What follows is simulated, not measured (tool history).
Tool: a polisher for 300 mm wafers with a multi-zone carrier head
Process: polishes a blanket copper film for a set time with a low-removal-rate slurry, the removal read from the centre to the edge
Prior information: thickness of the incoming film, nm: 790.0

run  hour  flow of slurry (ml/min)  pressure of the head's centre zone  pressure of the head's middle zone  pressure of the head's edge zone  abrasive content of the slurry  polishing time (s)  film removed at the wafer's centre (Å)  film removed at mid-radius (Å)  film removed at the wafer's edge (Å)
  1   0.0                      170                                1.00                                1.00                              1.00                            1.00                  67                                  1759.8                          1750.5                                1787.3
  2   1.9                      170                                1.00                                1.00                              1.00                            0.90                  67                                  1721.0                          1725.5                                1726.9
  3   9.8                      170                                1.00                                0.94                              1.00                            0.90                  67                                  1724.1                          1616.5                                1712.5
  4  13.8                      180                                1.00                                0.97                              1.02                            0.95                  67                                  1757.7                          1698.2                                1788.2
  5  14.8                      180                                1.00                                0.97                              0.97                            0.95                  67                                  1737.6                          1737.6                                1761.8
  6  16.4                      190                                1.00                                0.99                              0.97                            1.00                  67                                  1777.3                          1768.0                                1775.0

Run 7 comes next. What will it give?
  7  19.5                      195                                0.99                                1.02                              0.99                            1.05                  67                                       ?                               ?                                     ?

Run 7 yielded film removed at the wafer's centre (Å) 1787.1, film removed at mid-radius (Å) 1813.6, film removed at the wafer's edge (Å) 1817.7.

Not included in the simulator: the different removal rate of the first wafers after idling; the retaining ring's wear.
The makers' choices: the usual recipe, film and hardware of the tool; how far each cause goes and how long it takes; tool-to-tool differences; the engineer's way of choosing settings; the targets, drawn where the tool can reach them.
